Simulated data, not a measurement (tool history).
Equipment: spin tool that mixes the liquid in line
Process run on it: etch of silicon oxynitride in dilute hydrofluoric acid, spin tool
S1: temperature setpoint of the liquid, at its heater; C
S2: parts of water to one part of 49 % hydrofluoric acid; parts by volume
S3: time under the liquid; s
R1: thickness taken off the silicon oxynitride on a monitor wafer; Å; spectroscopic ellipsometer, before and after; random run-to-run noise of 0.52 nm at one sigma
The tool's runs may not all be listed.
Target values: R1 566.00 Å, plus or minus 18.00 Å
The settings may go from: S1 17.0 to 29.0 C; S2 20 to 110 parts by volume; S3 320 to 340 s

{"run": 1, "day": 0.0, "S1": 21.0, "S2": 60, "S3": 320, "R1": 140.69}
{"run": 2, "day": 0.258, "S1": 23.0, "S2": 60, "S3": 320, "R1": 155.76}
{"run": 3, "day": 0.629, "S1": 23.5, "S2": 55, "S3": 320, "R1": 177.52}
{"run": 4, "day": 0.962, "S1": 23.5, "S2": 55, "S3": 340, "R1": 187.6}
{"run": 5, "day": 1.325, "S1": 24.0, "S2": 50, "S3": 340, "R1": 211.79}
{"run": 6, "day": 1.625, "S1": 24.0, "S2": 50, "S3": 320, "R1": 200.12}
{"run": 7, "day": 1.892, "S1": 24.5, "S2": 45, "S3": 320, "R1": 227.36}
{"day": 1.996, "done": "thermometer replaced"}
{"run": 8, "day": 1.996, "S1": 25.0, "S2": 40, "S3": 320, "R1": 237.38}

Consider the 5 candidate settings below. Which is the only one whose results all fall within their allowed miss of target?
{"run": "A", "day": 2.1, "S1": 24.5, "S2": 55, "S3": 320, "R1": "?"}
{"run": "B", "day": 2.1, "S1": 25.5, "S2": 20, "S3": 335, "R1": "?"}
{"run": "C", "day": 2.1, "S1": 29.0, "S2": 20, "S3": 340, "R1": "?"}
{"run": "D", "day": 2.1, "S1": 25.0, "S2": 20, "S3": 340, "R1": "?"}
{"run": "E", "day": 2.1, "S1": 26.5, "S2": 20, "S3": 340, "R1": "?"}

move=A R1=167.70
move=B R1=519.95
move=C R1=625.86
move=D R1=514.83
move=E R1=554.30
A: moves away from the targets compared with the last run
B: better than the last run, though not everything is in spec
C: takes the result that was furthest off past its target
D: better than the last run, though not everything is in spec
E: in spec on every target
So the answer is move E, the one that meets all the targets.
